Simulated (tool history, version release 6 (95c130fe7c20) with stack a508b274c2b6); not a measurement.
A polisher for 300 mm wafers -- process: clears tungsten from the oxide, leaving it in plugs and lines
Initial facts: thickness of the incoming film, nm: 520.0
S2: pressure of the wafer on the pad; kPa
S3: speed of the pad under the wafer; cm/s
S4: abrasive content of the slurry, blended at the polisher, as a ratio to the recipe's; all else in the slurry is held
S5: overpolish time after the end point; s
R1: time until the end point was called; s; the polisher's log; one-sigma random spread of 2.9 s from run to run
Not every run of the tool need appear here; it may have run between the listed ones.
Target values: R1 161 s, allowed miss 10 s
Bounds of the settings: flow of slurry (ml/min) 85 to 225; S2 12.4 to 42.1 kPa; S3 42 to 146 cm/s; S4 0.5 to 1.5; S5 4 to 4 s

{"run": 1, "hour": 0.0, "flow of slurry (ml/min)": 145, "S2": 26.9, "S3": 94, "S4": 1, "S5": 4, "R1": 107.62}
{"run": 2, "hour": 4.1, "flow of slurry (ml/min)": 145, "S2": 24.8, "S3": 94, "S4": 1, "S5": 4, "R1": 114.7}
{"run": 3, "hour": 9.3, "flow of slurry (ml/min)": 145, "S2": 24.8, "S3": 94, "S4": 1, "S5": 4, "R1": 114.21}
{"run": 4, "hour": 10.7, "flow of slurry (ml/min)": 145, "S2": 22.1, "S3": 92, "S4": 1, "S5": 4, "R1": 123.24}
{"run": 5, "hour": 11.9, "flow of slurry (ml/min)": 130, "S2": 22.1, "S3": 92, "S4": 1, "S5": 4, "R1": 125.55}
{"run": 6, "hour": 13.6, "flow of slurry (ml/min)": 145, "S2": 22.1, "S3": 92, "S4": 1, "S5": 4, "R1": 125}
{"run": 7, "hour": 16.2, "flow of slurry (ml/min)": 145, "S2": 22.1, "S3": 92, "S4": 1, "S5": 4, "R1": 121.3}
{"run": 8, "hour": 19.4, "flow of slurry (ml/min)": 140, "S2": 19.3, "S3": 90, "S4": 1, "S5": 4, "R1": 141.69}
{"run": 9, "hour": 27.3, "flow of slurry (ml/min)": 140, "S2": 18.6, "S3": 90, "S4": 1, "S5": 4, "R1": 138.44}

Below are 5 possible settings for the next run. Only one of them brings all results inside the allowed miss of their targets. Which is it?
{"run": "A", "hour": 35.2, "flow of slurry (ml/min)": 95, "S2": 27.6, "S3": 108, "S4": 0.95, "S5": 4, "R1": "?"}
{"run": "B", "hour": 35.2, "flow of slurry (ml/min)": 175, "S2": 22.1, "S3": 90, "S4": 0.8, "S5": 4, "R1": "?"}
{"run": "C", "hour": 35.2, "flow of slurry (ml/min)": 145, "S2": 15.9, "S3": 86, "S4": 1, "S5": 4, "R1": "?"}
{"run": "D", "hour": 35.2, "flow of slurry (ml/min)": 170, "S2": 19.3, "S3": 102, "S4": 1.2, "S5": 4, "R1": "?"}
{"run": "E", "hour": 35.2, "flow of slurry (ml/min)": 185, "S2": 17.9, "S3": 96, "S4": 0.75, "S5": 4, "R1": "?"}

move=A R1=106.63
move=B R1=131.94
move=C R1=168.8
move=D R1=122.42
move=E R1=144.6
A: lands further from the targets than the last run did
B: lands further from the targets than the last run did
C: meets every target
D: lands further from the targets than the last run did
E: nearer the targets than the last run, but a result is still out of spec
Move C is the one to make.

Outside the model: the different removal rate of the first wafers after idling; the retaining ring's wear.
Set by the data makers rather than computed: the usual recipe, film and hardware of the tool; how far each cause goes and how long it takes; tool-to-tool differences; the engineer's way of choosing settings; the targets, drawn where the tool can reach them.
